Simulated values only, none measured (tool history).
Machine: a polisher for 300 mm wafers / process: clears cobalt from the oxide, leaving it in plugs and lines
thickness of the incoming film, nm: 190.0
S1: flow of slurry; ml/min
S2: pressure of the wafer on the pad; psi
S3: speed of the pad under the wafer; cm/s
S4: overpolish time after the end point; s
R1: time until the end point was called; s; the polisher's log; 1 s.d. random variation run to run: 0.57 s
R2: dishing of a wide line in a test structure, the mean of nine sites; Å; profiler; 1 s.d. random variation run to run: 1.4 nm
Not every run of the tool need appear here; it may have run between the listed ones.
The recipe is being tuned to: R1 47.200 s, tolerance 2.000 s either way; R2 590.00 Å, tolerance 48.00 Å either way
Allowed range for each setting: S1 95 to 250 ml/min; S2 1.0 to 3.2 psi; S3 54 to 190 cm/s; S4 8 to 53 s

run	hour	S1	S2	S3	S4	R1	R2
1	0.0	160	2.1	122	27	35.475	582.35
2	2.8	145	2.1	122	27	35.560	617.97
3	8.5	145	1.9	122	27	39.395	597.88
4	16.2	145	1.8	122	27	40.932	576.42
5	21.5	145	1.5	122	27	49.958	524.76
6	25.8	145	1.5	122	22	48.617	509.31
7	30.0	140	1.5	122	25	50.388	539.64
8	31.7	140	1.5	122	27	51.064	540.08

Which of these 4 next moves meets every target?
A	33.4	130	1.4	138	37	?	?
B	33.4	175	1.7	124	32	?	?
C	33.4	100	2.5	88	53	?	?
D	33.4	165	2.4	88	33	?	?

move	R1	R2
A	47.617	613.80
B	42.227	609.55
C	43.597	657.00
D	42.395	613.44
A: each result inside its tolerance
B: pushes the last run's worst result past its target
C: pushes the last run's worst result past its target
D: pushes the last run's worst result past its target
A meets every target.
